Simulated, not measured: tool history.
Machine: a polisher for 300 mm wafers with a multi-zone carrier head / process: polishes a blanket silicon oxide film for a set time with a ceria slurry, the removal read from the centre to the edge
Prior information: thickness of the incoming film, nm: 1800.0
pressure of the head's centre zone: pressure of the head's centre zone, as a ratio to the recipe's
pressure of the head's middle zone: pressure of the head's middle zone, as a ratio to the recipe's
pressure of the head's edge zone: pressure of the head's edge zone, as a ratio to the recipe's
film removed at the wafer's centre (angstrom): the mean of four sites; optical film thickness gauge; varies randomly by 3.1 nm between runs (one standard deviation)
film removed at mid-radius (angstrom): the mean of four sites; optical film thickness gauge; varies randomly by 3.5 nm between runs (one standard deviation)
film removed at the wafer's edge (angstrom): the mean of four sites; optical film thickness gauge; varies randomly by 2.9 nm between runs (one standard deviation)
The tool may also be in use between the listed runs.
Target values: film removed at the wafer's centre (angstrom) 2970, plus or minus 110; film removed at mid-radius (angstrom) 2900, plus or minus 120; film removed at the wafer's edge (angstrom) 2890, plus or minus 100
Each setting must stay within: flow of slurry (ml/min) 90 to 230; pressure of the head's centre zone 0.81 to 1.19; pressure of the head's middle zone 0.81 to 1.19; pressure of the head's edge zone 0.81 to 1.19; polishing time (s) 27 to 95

run	hour	flow of slurry (ml/min)	pressure of the head's centre zone	pressure of the head's middle zone	pressure of the head's edge zone	polishing time (s)	film removed at the wafer's centre (angstrom)	film removed at mid-radius (angstrom)	film removed at the wafer's edge (angstrom)
1	0	150	1	1	1	61	2311	2285.6	2380.8
2	4.1	150	1	1.06	1	61	2286.9	2419	2347.5
3	9.6	155	1.01	1.06	1.01	62	2385.8	2513.6	2412.8
4	12.5	160	1.02	1.06	1.02	62	2386.7	2541.8	2448.6
5	20	165	1.03	1.06	1.03	62	2422.4	2567.2	2445.9
6	25.9	165	1.04	1.05	1.04	63	2489	2573.2	2533.9
7	34.3	170	1.05	1.05	1.05	63	2587.1	2571.8	2536.8
8	37.8	175	1.05	1.05	1.06	63	2546.7	2618.4	2566.7
9	44.1	180	1.06	1.05	1.07	63	2648.4	2607.8	2582
10	44.7	180	1.06	1.05	1.08	63	2632	2668.9	2581.3
11	48	180	1.06	1.05	1.09	63	2609.3	2663	2578.4
12	48.8	190	1.07	1.03	1.11	66	2785	2713.7	2765.7

Which one of the following 4 next-run settings gets every result inside its allowed miss? There is exactly one.
A	49.6	180	1.15	1.16	1.08	62	?	?	?
B	49.6	190	1.02	1.1	1.18	63	?	?	?
C	49.6	205	1.12	0.99	1.13	66	?	?	?
D	49.6	145	1.1	1.07	1.07	72	?	?	?

move	film removed at the wafer's centre (angstrom)	film removed at mid-radius (angstrom)	film removed at the wafer's edge (angstrom)
A	2809.2	2803.4	2555.6
B	2555	2746.4	2736.7
C	2974.1	2659.4	2831.1
D	2983.9	2921.4	2874.5
A: moves away from the targets compared with the last run
B: moves away from the targets compared with the last run
C: gets the furthest-off result to its target, but another result is out of tolerance
D: every result lands within tolerance
Correct choice: D, which meets every target
